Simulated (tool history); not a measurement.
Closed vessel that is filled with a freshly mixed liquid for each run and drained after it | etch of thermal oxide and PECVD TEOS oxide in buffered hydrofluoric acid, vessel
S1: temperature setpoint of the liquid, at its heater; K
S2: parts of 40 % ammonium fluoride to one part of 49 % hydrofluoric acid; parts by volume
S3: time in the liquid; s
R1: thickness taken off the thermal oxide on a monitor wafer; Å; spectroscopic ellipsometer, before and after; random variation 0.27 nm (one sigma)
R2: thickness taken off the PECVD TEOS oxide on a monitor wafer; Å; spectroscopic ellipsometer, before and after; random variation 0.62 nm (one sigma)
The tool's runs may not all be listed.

run 1 hour=0.0 | S1=297.15 S2=18.0 S3=60 | R1=396.37 R2=982.76
run 2 hour=3.8 | S1=297.15 S2=18.0 S3=75 | R1=497.52 R2=1219.70
run 3 hour=8.5 | S1=294.65 S2=18.0 S3=75 | R1=432.12 R2=1067.40
run 4 hour=9.5 | S1=296.15 S2=18.0 S3=75 | R1=467.76 R2=1156.80
run 5 hour=14.0 | S1=296.15 S2=18.0 S3=50 | R1=311.98 R2=771.61
run 6 hour=19.7 | S1=296.15 S2=18.0 S3=65 | R1=405.74 R2=999.25
run 7 hour=23.7 | S1=297.65 S2=18.0 S3=65 | R1=445.22 R2=1083.60

Forecast run 8:
run 8 hour=28.8 | S1=298.65 S2=17.5 S3=65 | R1=? R2=?

{"run 8": {"R1": 480.52, "R2": 1184.5}}

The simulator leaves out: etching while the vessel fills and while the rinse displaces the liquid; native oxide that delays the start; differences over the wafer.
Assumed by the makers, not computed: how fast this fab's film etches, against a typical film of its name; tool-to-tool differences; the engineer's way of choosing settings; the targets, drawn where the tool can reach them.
